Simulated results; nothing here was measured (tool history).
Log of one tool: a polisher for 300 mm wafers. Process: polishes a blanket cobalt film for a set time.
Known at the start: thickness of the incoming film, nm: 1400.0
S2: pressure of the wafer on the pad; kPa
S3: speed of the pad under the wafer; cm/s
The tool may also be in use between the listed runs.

run 1 hour=0 | flow_of_slurry_(ml/min)=170 S2=12.4 S3=84 polishing_time_(s)=53 | film_removed_(nm)=193.8
run 2 hour=6.4 | flow_of_slurry_(ml/min)=170 S2=14.5 S3=84 polishing_time_(s)=53 | film_removed_(nm)=215.26
run 3 hour=13.4 | flow_of_slurry_(ml/min)=165 S2=13.8 S3=84 polishing_time_(s)=53 | film_removed_(nm)=205.97
run 4 hour=19.7 | flow_of_slurry_(ml/min)=160 S2=13.1 S3=84 polishing_time_(s)=53 | film_removed_(nm)=197.58
run 5 hour=22.8 | flow_of_slurry_(ml/min)=160 S2=13.1 S3=84 polishing_time_(s)=53 | film_removed_(nm)=197.02
run 6 hour=25.9 | flow_of_slurry_(ml/min)=155 S2=12.4 S3=84 polishing_time_(s)=53 | film_removed_(nm)=189.41

Forecast run 7:
run 7 hour=33.8 | flow_of_slurry_(ml/min)=155 S2=11.7 S3=84 polishing_time_(s)=53 | film_removed_(nm)=?

Run 7 gave film removed (nm) 184.85.
